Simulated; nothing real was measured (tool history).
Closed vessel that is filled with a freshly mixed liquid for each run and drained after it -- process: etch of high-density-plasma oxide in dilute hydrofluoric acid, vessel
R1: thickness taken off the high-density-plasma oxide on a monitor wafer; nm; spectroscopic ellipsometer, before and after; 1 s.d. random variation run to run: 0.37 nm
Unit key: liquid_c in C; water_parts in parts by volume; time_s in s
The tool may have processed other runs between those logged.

Run 1, hour 0.0: liquid_c 21.0 C, water_parts 45 parts by volume, time_s 200 s. Result: R1 27.645 nm.
Run 2, hour 7.9: liquid_c 21.0 C, water_parts 40 parts by volume, time_s 200 s. Result: R1 31.073 nm.
Run 3, hour 13.0: liquid_c 23.5 C, water_parts 40 parts by volume, time_s 200 s. Result: R1 35.037 nm.
Run 4, hour 16.1: liquid_c 24.5 C, water_parts 40 parts by volume, time_s 200 s. Result: R1 35.996 nm.
Run 5, hour 24.9: liquid_c 25.5 C, water_parts 40 parts by volume, time_s 200 s. Result: R1 38.061 nm.
Run 6, hour 31.0: liquid_c 25.5 C, water_parts 50 parts by volume, time_s 200 s. Result: R1 29.414 nm.

For run 7, what comes out?
Run 7, hour 35.7: liquid_c 26.0 C, water_parts 50 parts by volume, time_s 200 s. Result: R1 ?.

R1: 30.769 nm
